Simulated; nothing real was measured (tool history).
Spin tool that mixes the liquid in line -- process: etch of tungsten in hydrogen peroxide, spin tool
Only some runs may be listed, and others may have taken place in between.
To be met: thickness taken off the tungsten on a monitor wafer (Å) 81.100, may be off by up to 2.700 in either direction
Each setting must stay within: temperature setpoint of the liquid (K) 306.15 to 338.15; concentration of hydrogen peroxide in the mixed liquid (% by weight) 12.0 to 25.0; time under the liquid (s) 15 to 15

run	hour	temperature setpoint of the liquid (K)	concentration of hydrogen peroxide in the mixed liquid (% by weight)	time under the liquid (s)	thickness taken off the tungsten on a monitor wafer (Å)
1	0.0	322.15	17.0	15	158.720
2	4.4	322.15	17.0	15	160.260
3	7.8	320.15	17.0	15	141.400
4	11.0	324.65	17.0	15	185.820
5	17.2	322.15	17.0	15	158.190
# hour 23.2: heated supply line repaired
6	23.2	317.65	17.0	15	137.250
7	25.3	315.65	16.5	15	122.040
8	30.7	313.65	16.5	15	105.000
9	36.4	312.65	16.5	15	98.312
10	39.4	312.15	16.5	15	94.761
11	48.0	311.65	16.5	15	92.729
12	52.2	309.15	16.5	15	77.069

5 next moves are on the table. One of them brings every result within its allowed miss. Which?
A	56.4	313.15	12.0	15	?
B	56.4	311.65	12.5	15	?
C	56.4	310.15	18.0	15	?
D	56.4	310.15	18.5	15	?
E	56.4	307.65	18.5	15	?

move	thickness taken off the tungsten on a monitor wafer (Å)
A	85.307
B	78.931
C	85.785
D	86.968
E	73.576
A: the result that was furthest off in the last run now lies on the other side of its target
B: in spec on every target
C: the result that was furthest off in the last run now lies on the other side of its target
D: the result that was furthest off in the last run now lies on the other side of its target
E: lands further from the targets than the last run did
So the answer is move B, the one that meets all the targets.

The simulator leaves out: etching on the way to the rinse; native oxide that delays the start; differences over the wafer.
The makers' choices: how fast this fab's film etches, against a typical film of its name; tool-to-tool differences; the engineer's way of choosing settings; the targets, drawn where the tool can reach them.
